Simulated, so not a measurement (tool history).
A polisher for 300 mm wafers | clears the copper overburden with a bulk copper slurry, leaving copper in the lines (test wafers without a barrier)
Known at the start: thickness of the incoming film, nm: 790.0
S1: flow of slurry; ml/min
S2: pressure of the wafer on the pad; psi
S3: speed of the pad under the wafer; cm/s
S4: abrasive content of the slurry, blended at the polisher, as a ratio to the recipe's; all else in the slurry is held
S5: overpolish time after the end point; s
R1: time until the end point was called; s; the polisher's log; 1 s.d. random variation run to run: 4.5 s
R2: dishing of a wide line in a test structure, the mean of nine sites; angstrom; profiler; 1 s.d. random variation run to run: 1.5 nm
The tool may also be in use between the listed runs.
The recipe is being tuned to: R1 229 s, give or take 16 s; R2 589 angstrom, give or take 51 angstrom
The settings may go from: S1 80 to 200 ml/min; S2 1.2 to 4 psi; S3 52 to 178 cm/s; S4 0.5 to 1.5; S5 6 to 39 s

run	hour	S1	S2	S3	S4	S5	R1	R2
1	0	130	2.6	114	1	20	99.61	838.66
2	5.4	105	2.6	114	1	20	105.76	815.81
3	10.9	105	2.4	110	1	21	117.51	789.47
4	14.2	105	2.2	106	1	22	130.32	712.66
5	23.1	105	2.2	106	1	15	130.17	581.46
6	31.7	105	2.8	106	1	15	106.46	685.32
7	36.3	100	2.5	102	1	17	121.95	692.01
8	42.2	100	2.3	98	1	19	139.49	643.3
9	44	100	2.1	96	1	21	147.87	649.58
10	48.1	100	2	94	1	22	167.86	647.21
11	50.7	100	1.9	94	1	23	171.61	612.55
12	59.3	100	1.3	80	1	33	298.92	533.37
13	62.2	100	1.4	80	1	32	277.49	532.19
14	70.9	100	1.5	80	1	32	248.55	594.92

Which single option among these 4 for the next run brings every result within its allowed miss of target? Just one does.
A	79.6	90	1.5	90	1.1	30	?	?
B	79.6	115	1.2	92	1.1	39	?	?
C	79.6	95	1.4	84	0.95	34	?	?
D	79.6	80	2.1	60	0.9	39	?	?

move	R1	R2
A	225.6	594.03
B	254.29	617.77
C	261.33	579.46
D	262.19	670.98
A: hits every target within its allowed miss
B: its largest miss is bigger than the last run's
C: its largest miss is bigger than the last run's
D: its largest miss is bigger than the last run's
Move A is the one to make.
